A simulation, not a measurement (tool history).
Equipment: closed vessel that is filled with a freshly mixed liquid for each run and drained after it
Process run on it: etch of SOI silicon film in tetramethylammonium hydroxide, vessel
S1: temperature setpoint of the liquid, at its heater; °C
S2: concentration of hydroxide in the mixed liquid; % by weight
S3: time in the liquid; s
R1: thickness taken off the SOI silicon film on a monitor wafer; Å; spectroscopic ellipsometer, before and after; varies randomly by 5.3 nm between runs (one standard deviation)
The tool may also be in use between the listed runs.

{"run": 1, "hour": 0.0, "S1": 75, "S2": 10, "S3": 105, "R1": 10082}
{"run": 2, "hour": 8.3, "S1": 74, "S2": 10, "S3": 105, "R1": 9790.3}
{"run": 3, "hour": 9.0, "S1": 73, "S2": 10, "S3": 105, "R1": 8923.9}
{"run": 4, "hour": 14.7, "S1": 73, "S2": 10, "S3": 105, "R1": 9077}
{"run": 5, "hour": 22.4, "S1": 72, "S2": 10, "S3": 105, "R1": 8690.3}
{"run": 6, "hour": 26.6, "S1": 72, "S2": 10, "S3": 105, "R1": 8461.3}
{"run": 7, "hour": 30.0, "S1": 71.5, "S2": 10, "S3": 105, "R1": 8335.8}

Run 8, settings as shown, results not yet in. Your forecast:
{"run": 8, "hour": 37.0, "S1": 70.5, "S2": 10, "S3": 105, "R1": "?"}

R1: 7887.6 Å

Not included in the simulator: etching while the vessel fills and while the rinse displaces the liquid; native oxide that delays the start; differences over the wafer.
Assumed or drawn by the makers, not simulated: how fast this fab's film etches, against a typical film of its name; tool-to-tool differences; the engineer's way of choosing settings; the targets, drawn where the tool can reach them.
